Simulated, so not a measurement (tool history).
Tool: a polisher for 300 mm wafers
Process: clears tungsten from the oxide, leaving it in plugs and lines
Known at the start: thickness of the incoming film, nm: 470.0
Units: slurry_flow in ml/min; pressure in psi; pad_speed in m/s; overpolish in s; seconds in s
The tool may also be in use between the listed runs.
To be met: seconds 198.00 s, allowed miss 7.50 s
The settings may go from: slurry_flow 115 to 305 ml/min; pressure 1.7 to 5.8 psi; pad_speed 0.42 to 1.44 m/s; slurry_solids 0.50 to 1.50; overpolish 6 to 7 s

{"run": 1, "hour": 0.0, "slurry_flow": 195, "pressure": 3.7, "pad_speed": 0.92, "slurry_solids": 1.0, "overpolish": 7, "seconds": 117.56}
{"run": 2, "hour": 1.0, "slurry_flow": 195, "pressure": 3.1, "pad_speed": 0.92, "slurry_solids": 1.0, "overpolish": 7, "seconds": 135.72}
{"run": 3, "hour": 7.2, "slurry_flow": 195, "pressure": 3.4, "pad_speed": 0.92, "slurry_solids": 1.0, "overpolish": 7, "seconds": 130.2}
{"run": 4, "hour": 14.9, "slurry_flow": 195, "pressure": 2.9, "pad_speed": 0.92, "slurry_solids": 1.0, "overpolish": 7, "seconds": 148.54}
{"run": 5, "hour": 19.0, "slurry_flow": 195, "pressure": 2.9, "pad_speed": 1.02, "slurry_solids": 1.0, "overpolish": 7, "seconds": 131.87}
{"run": 6, "hour": 24.3, "slurry_flow": 175, "pressure": 2.9, "pad_speed": 1.02, "slurry_solids": 1.0, "overpolish": 7, "seconds": 131.75}
{"run": 7, "hour": 29.3, "slurry_flow": 175, "pressure": 2.5, "pad_speed": 1.0, "slurry_solids": 1.0, "overpolish": 7, "seconds": 152.85}
{"run": 8, "hour": 33.5, "slurry_flow": 175, "pressure": 2.2, "pad_speed": 1.0, "slurry_solids": 1.0, "overpolish": 7, "seconds": 166.52}
{"run": 9, "hour": 38.4, "slurry_flow": 175, "pressure": 2.0, "pad_speed": 1.0, "slurry_solids": 1.0, "overpolish": 7, "seconds": 174.74}
{"run": 10, "hour": 44.2, "slurry_flow": 175, "pressure": 1.9, "pad_speed": 0.98, "slurry_solids": 1.0, "overpolish": 7, "seconds": 185.99}

Which of these 5 next moves meets every target?
{"run": "A", "hour": 50.0, "slurry_flow": 215, "pressure": 1.7, "pad_speed": 1.1, "slurry_solids": 0.95, "overpolish": 6, "seconds": "?"}
{"run": "B", "hour": 50.0, "slurry_flow": 170, "pressure": 3.4, "pad_speed": 0.68, "slurry_solids": 1.25, "overpolish": 7, "seconds": "?"}
{"run": "C", "hour": 50.0, "slurry_flow": 175, "pressure": 2.1, "pad_speed": 1.06, "slurry_solids": 1.1, "overpolish": 6, "seconds": "?"}
{"run": "D", "hour": 50.0, "slurry_flow": 170, "pressure": 2.0, "pad_speed": 1.0, "slurry_solids": 1.05, "overpolish": 7, "seconds": "?"}
{"run": "E", "hour": 50.0, "slurry_flow": 155, "pressure": 1.7, "pad_speed": 1.02, "slurry_solids": 1.05, "overpolish": 6, "seconds": "?"}

move=A seconds=177.84
move=B seconds=169.16
move=C seconds=160.13
move=D seconds=177.46
move=E seconds=196.33
A: further off than the last run
B: further off than the last run
C: further off than the last run
D: further off than the last run
E: meets every target
Answer: E

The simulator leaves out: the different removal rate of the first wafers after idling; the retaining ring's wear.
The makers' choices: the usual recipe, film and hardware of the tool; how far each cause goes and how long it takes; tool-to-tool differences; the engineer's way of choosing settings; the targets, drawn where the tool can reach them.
